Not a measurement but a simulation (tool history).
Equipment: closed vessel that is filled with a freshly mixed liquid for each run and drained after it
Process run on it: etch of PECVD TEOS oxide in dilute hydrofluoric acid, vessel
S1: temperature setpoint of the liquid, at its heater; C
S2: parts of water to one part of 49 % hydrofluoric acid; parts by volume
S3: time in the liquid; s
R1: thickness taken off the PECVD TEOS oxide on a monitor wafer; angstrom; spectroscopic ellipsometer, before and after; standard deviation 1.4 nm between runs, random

{"run": 1, "hour": 0.0, "S1": 25.0, "S2": 230, "S3": 455, "R1": 594.19}
{"run": 2, "hour": 9.0, "S1": 25.0, "S2": 295, "S3": 455, "R1": 442.32}
{"run": 3, "hour": 16.4, "S1": 26.0, "S2": 255, "S3": 455, "R1": 544.39}
{"run": 4, "hour": 18.4, "S1": 27.0, "S2": 220, "S3": 455, "R1": 672.58}
{"run": 5, "hour": 22.8, "S1": 28.0, "S2": 195, "S3": 455, "R1": 815.82}
{"run": 6, "hour": 23.8, "S1": 29.0, "S2": 180, "S3": 455, "R1": 941.44}
{"run": 7, "hour": 26.2, "S1": 29.5, "S2": 170, "S3": 455, "R1": 1037.1}
{"run": 8, "hour": 34.4, "S1": 29.5, "S2": 170, "S3": 455, "R1": 1021.0}
{"run": 9, "hour": 35.8, "S1": 33.0, "S2": 85, "S3": 455, "R1": 2618.5}
{"run": 10, "hour": 39.0, "S1": 32.0, "S2": 85, "S3": 455, "R1": 2496.6}
{"run": 11, "hour": 47.1, "S1": 28.0, "S2": 90, "S3": 455, "R1": 1974.8}
{"run": 12, "hour": 55.6, "S1": 27.5, "S2": 90, "S3": 455, "R1": 1987.2}

Run 13, settings as shown, results not yet in. Your forecast:
{"run": 13, "hour": 61.3, "S1": 23.5, "S2": 95, "S3": 455, "R1": "?"}

{"run 13": {"R1": 1576.8}}
